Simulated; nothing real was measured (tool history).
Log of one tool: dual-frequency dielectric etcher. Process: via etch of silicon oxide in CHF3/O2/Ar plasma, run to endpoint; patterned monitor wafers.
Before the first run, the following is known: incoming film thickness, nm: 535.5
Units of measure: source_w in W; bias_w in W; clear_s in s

Run 1, hour 0: source_w 600 W, bias_w 220 W. Result: clear_s 233.52 s.
Run 2, hour 3.8: source_w 640 W, bias_w 222 W. Result: clear_s 228.93 s.
Run 3, hour 11.1: source_w 680 W, bias_w 225 W. Result: clear_s 221.53 s.
Run 4, hour 16.8: source_w 680 W, bias_w 202 W. Result: clear_s 232.22 s.
Run 5, hour 25.4: source_w 680 W, bias_w 241 W. Result: clear_s 217.25 s.
Run 6, hour 28.1: source_w 570 W, bias_w 241 W. Result: clear_s 229.14 s.
Run 7, hour 36.9: source_w 610 W, bias_w 244 W. Result: clear_s 223.56 s.

What will run 8 give?
Run 8, hour 39.9: source_w 640 W, bias_w 246 W. Result: clear_s ?.

{"run 8": {"clear_s": 218.14}}

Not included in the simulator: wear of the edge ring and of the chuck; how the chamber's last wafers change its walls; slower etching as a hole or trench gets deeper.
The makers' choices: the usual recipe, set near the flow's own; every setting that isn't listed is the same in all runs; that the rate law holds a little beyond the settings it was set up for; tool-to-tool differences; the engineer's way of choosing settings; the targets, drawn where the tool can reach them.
